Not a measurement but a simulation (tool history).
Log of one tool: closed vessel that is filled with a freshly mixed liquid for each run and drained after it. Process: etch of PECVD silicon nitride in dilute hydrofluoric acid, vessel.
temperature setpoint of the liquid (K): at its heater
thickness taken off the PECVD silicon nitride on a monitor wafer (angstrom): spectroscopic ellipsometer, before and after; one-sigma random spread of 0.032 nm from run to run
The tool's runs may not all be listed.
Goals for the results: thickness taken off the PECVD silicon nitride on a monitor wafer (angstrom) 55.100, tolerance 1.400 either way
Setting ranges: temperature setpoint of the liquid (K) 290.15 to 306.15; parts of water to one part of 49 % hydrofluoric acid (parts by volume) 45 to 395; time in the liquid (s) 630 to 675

run,hour,temperature setpoint of the liquid (K),parts of water to one part of 49 % hydrofluoric acid (parts by volume),time in the liquid (s),thickness taken off the PECVD silicon nitride on a monitor wafer (angstrom)
1,0.0,298.15,220,630,61.522
2,6.7,298.15,220,630,62.427
3,15.6,298.15,280,630,48.589
4,23.1,298.15,215,630,62.722
5,30.0,298.15,165,630,82.824
6,37.8,298.15,120,630,112.880
7,42.5,297.15,125,630,101.090
8,50.7,296.15,130,630,90.840
9,57.6,292.15,150,630,61.529
10,59.8,291.15,150,630,57.463
11,64.9,290.15,150,630,52.888

Next run, 5 choices. One meets every target within its allowed miss, the rest don't. Which?
A,70.0,292.65,175,675,?
B,70.0,290.15,145,670,?
C,70.0,290.15,135,630,?
D,70.0,291.15,160,645,?
E,70.0,291.15,165,630,?

move,thickness taken off the PECVD silicon nitride on a monitor wafer (angstrom)
A,57.889
B,58.204
C,58.634
D,54.552
E,51.723
A: moves the result that the last run missed by most past its target, out the other side
B: moves the result that the last run missed by most past its target, out the other side
C: moves the result that the last run missed by most past its target, out the other side
D: each result inside its tolerance
E: the biggest miss grows against the last run
Answer: D
